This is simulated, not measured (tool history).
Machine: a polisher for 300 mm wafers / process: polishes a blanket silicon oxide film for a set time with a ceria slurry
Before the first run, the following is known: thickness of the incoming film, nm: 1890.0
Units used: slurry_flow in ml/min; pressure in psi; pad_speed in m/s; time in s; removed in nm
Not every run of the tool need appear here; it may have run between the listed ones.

| run | hour | slurry_flow | pressure | pad_speed | time | removed |
|---|---|---|---|---|---|---|
| 1 | 0 | 190 | 3.4 | 1.1 | 47 | 290.34 |
| 2 | 5.3 | 190 | 3.4 | 1.1 | 47 | 279.92 |
| 3 | 8.7 | 190 | 3.1 | 1.06 | 47 | 253.63 |
| 4 | 9.3 | 190 | 3.1 | 1.06 | 47 | 263.19 |
| 5 | 17.5 | 190 | 3.8 | 1.06 | 47 | 317.3 |
| 6 | 20.2 | 190 | 3.8 | 0.92 | 47 | 269.9 |
| 7 | 24.6 | 190 | 3.4 | 0.9 | 47 | 237.75 |
| 8 | 28.1 | 190 | 3.1 | 0.88 | 47 | 211.62 |
| 9 | 34.5 | 190 | 2.8 | 0.88 | 47 | 193.34 |
| 10 | 40.1 | 190 | 2.6 | 0.88 | 47 | 182.4 |
| 11 | 46.8 | 190 | 2.4 | 0.88 | 47 | 169.12 |
| 12 | 52.5 | 190 | 2.3 | 0.88 | 47 | 162.6 |
| 13 | 54.7 | 190 | 2.2 | 0.88 | 47 | 157.41 |
| 14 | 60.7 | 190 | 1.5 | 0.86 | 47 | 109.96 |

Expected results for the next run?
| 15 | 64.9 | 190 | 1.6 | 0.86 | 47 | ? |

removed: 114.3 nm
